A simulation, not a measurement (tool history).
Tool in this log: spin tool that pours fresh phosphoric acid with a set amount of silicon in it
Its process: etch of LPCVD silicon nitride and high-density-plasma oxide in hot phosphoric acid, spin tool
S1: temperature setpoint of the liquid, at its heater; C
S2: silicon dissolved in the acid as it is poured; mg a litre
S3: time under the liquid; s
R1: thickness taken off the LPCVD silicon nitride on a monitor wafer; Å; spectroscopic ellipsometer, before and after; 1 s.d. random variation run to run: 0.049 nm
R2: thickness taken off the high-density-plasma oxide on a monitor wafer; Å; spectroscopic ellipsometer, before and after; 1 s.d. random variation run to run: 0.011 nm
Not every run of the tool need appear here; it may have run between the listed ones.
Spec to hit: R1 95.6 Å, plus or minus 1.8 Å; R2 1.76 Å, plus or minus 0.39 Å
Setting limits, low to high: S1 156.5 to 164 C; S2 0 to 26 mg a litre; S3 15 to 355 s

{"run": 1, "hour": 0.0, "S1": 159, "S2": 11.5, "S3": 180, "R1": 185.32, "R2": 4.8107}
{"run": 2, "hour": 3.6, "S1": 159, "S2": 17.5, "S3": 180, "R1": 182.85, "R2": 3.6449}
{"run": 3, "hour": 4.8, "S1": 158.5, "S2": 17.5, "S3": 160, "R1": 160.77, "R2": 3.1013}
{"run": 4, "hour": 10.7, "S1": 158, "S2": 17, "S3": 145, "R1": 142.35, "R2": 2.9587}
{"run": 5, "hour": 19.4, "S1": 158, "S2": 22.5, "S3": 145, "R1": 144.84, "R2": 2.7843}
{"run": 6, "hour": 21.8, "S1": 158, "S2": 22.5, "S3": 80, "R1": 78.832, "R2": 1.3747}
{"run": 7, "hour": 28.9, "S1": 158, "S2": 22, "S3": 85, "R1": 83.752, "R2": 1.5421}
{"run": 8, "hour": 36.7, "S1": 158, "S2": 22, "S3": 90, "R1": 89.247, "R2": 1.807}
{"run": 9, "hour": 43.9, "S1": 158, "S2": 22.5, "S3": 90, "R1": 88.263, "R2": 1.4776}
{"run": 10, "hour": 52.5, "S1": 158, "S2": 22, "S3": 90, "R1": 89.644, "R2": 1.6184}

Of the 4 settings listed for the next run, only one would bring every result within its allowed miss of target. Which one?
{"run": "A", "hour": 61.1, "S1": 160, "S2": 10, "S3": 95, "R1": "?", "R2": "?"}
{"run": "B", "hour": 61.1, "S1": 156.5, "S2": 21, "S3": 105, "R1": "?", "R2": "?"}
{"run": "C", "hour": 61.1, "S1": 158.5, "S2": 2.5, "S3": 95, "R1": "?", "R2": "?"}
{"run": "D", "hour": 61.1, "S1": 160, "S2": 24.5, "S3": 90, "R1": "?", "R2": "?"}

move=A R1=99.616 R2=2.7509
move=B R1=97.798 R2=1.7687
move=C R1=94.705 R2=2.8706
move=D R1=94.373 R2=1.7663
A: the result that was furthest off in the last run now lies on the other side of its target
B: the result that was furthest off in the last run now lies on the other side of its target
C: the worst result of the last run now meets its target, but another is out of spec
D: in spec on every target
D meets every target.
